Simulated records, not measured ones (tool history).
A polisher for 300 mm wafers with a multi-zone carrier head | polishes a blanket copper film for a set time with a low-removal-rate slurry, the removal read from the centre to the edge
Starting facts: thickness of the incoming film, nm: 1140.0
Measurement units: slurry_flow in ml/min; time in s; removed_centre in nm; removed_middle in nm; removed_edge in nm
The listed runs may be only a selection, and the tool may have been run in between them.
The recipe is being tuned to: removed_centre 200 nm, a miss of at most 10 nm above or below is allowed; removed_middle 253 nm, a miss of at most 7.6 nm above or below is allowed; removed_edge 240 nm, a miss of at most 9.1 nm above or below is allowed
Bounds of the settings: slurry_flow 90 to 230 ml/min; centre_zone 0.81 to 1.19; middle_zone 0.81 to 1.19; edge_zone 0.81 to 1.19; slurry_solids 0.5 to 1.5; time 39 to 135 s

run 1 hour=0 | slurry_flow=150 centre_zone=1 middle_zone=1 edge_zone=1 slurry_solids=1 time=87 | removed_centre=212.6 removed_middle=205.71 removed_edge=209.97
run 2 hour=0.8 | slurry_flow=155 centre_zone=0.98 middle_zone=1.02 edge_zone=1.02 slurry_solids=1 time=87 | removed_centre=210.88 removed_middle=209.07 removed_edge=214.44
run 3 hour=1.7 | slurry_flow=180 centre_zone=0.98 middle_zone=1.02 edge_zone=1.02 slurry_solids=1 time=87 | removed_centre=220.69 removed_middle=221.04 removed_edge=215.1
run 4 hour=3.8 | slurry_flow=185 centre_zone=0.95 middle_zone=1.04 edge_zone=1.04 slurry_solids=1 time=87 | removed_centre=203.67 removed_middle=219.73 removed_edge=222.02
run 5 hour=5.8 | slurry_flow=205 centre_zone=0.95 middle_zone=1.04 edge_zone=1.04 slurry_solids=1 time=87 | removed_centre=210.82 removed_middle=224.73 removed_edge=223.1
run 6 hour=11.2 | slurry_flow=205 centre_zone=0.88 middle_zone=1.04 edge_zone=1.04 slurry_solids=1 time=87 | removed_centre=199.6 removed_middle=224.35 removed_edge=223.66
run 7 hour=12.3 | slurry_flow=205 centre_zone=0.88 middle_zone=1.06 edge_zone=1.05 slurry_solids=1 time=87 | removed_centre=199.2 removed_middle=232.37 removed_edge=225.73
run 8 hour=19.4 | slurry_flow=205 centre_zone=0.88 middle_zone=1.07 edge_zone=1.06 slurry_solids=1 time=87 | removed_centre=196.46 removed_middle=232.38 removed_edge=223.91
run 9 hour=26.6 | slurry_flow=205 centre_zone=0.88 middle_zone=1.08 edge_zone=1.07 slurry_solids=1.05 time=87 | removed_centre=202.23 removed_middle=235.39 removed_edge=229.58
run 10 hour=32.8 | slurry_flow=205 centre_zone=0.87 middle_zone=1.09 edge_zone=1.08 slurry_solids=1.05 time=87 | removed_centre=197.55 removed_middle=237.56 removed_edge=227.4
run 11 hour=37.2 | slurry_flow=205 centre_zone=0.86 middle_zone=1.09 edge_zone=1.09 slurry_solids=1.05 time=87 | removed_centre=195.58 removed_middle=237.31 removed_edge=231.11
run 12 hour=38.5 | slurry_flow=205 centre_zone=0.86 middle_zone=1.1 edge_zone=1.09 slurry_solids=1.05 time=87 | removed_centre=197.84 removed_middle=238.81 removed_edge=226.42
run 13 hour=41.9 | slurry_flow=205 centre_zone=0.85 middle_zone=1.1 edge_zone=1.09 slurry_solids=1.05 time=87 | removed_centre=195.24 removed_middle=239.05 removed_edge=232.27
run 14 hour=47.4 | slurry_flow=205 centre_zone=0.85 middle_zone=1.11 edge_zone=1.09 slurry_solids=1.05 time=87 | removed_centre=194.93 removed_middle=242.6 removed_edge=232.58

Below are 4 possible settings for the next run. Only one of them brings all results inside the allowed miss of their targets. Which is it?
run A hour=52.9 | slurry_flow=230 centre_zone=0.85 middle_zone=1.12 edge_zone=1.13 slurry_solids=0.85 time=93 | removed_centre=? removed_middle=? removed_edge=?
run B hour=52.9 | slurry_flow=190 centre_zone=0.88 middle_zone=0.97 edge_zone=1.18 slurry_solids=1.1 time=89 | removed_centre=? removed_middle=? removed_edge=?
run C hour=52.9 | slurry_flow=205 centre_zone=0.85 middle_zone=1.18 edge_zone=0.99 slurry_solids=0.95 time=88 | removed_centre=? removed_middle=? removed_edge=?
run D hour=52.9 | slurry_flow=220 centre_zone=0.89 middle_zone=1.11 edge_zone=1.08 slurry_solids=0.8 time=88 | removed_centre=? removed_middle=? removed_edge=?

move=A removed_centre=198.43 removed_middle=250.52 removed_edge=238.69
move=B removed_centre=203.6 removed_middle=220.56 removed_edge=243.44
move=C removed_centre=189.94 removed_middle=251.22 removed_edge=219.39
move=D removed_centre=192.32 removed_middle=230.15 removed_edge=217.88
A: each result inside its tolerance
B: moves away from the targets compared with the last run
C: brings the result that was furthest off to its target, and leaves another outside
D: moves away from the targets compared with the last run
A is the move that brings every result within its allowed miss.
